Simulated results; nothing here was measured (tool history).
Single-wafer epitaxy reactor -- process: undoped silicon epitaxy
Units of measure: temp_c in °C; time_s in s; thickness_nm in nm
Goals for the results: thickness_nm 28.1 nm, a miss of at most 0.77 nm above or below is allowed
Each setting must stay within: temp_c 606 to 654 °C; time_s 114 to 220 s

run 1 day=0 | temp_c=630 time_s=167 | thickness_nm=15.164
run 2 day=0.212 | temp_c=638 time_s=172 | thickness_nm=18.626
run 3 day=0.542 | temp_c=647 time_s=172 | thickness_nm=21.982
run 4 day=0.708 | temp_c=649 time_s=178 | thickness_nm=23.697
run 5 day=0.862 | temp_c=651 time_s=182 | thickness_nm=25.296
run 6 day=1.117 | temp_c=652 time_s=185 | thickness_nm=26.176
run 7 day=1.167 | temp_c=653 time_s=187 | thickness_nm=26.743
run 8 day=1.512 | temp_c=653 time_s=189 | thickness_nm=27.313
run 9 day=1.7 | temp_c=653 time_s=190 | thickness_nm=27.258

Which one of the following 4 next-run settings gets every result inside its allowed miss? There is exactly one.
run A day=1.888 | temp_c=654 time_s=190 | thickness_nm=?
run B day=1.888 | temp_c=648 time_s=199 | thickness_nm=?
run C day=1.888 | temp_c=651 time_s=191 | thickness_nm=?
run D day=1.888 | temp_c=654 time_s=183 | thickness_nm=?

move=A thickness_nm=27.888
move=B thickness_nm=26.006
move=C thickness_nm=26.457
move=D thickness_nm=26.86
A: in spec on every target
B: further off than the last run
C: further off than the last run
D: further off than the last run
Answer: A
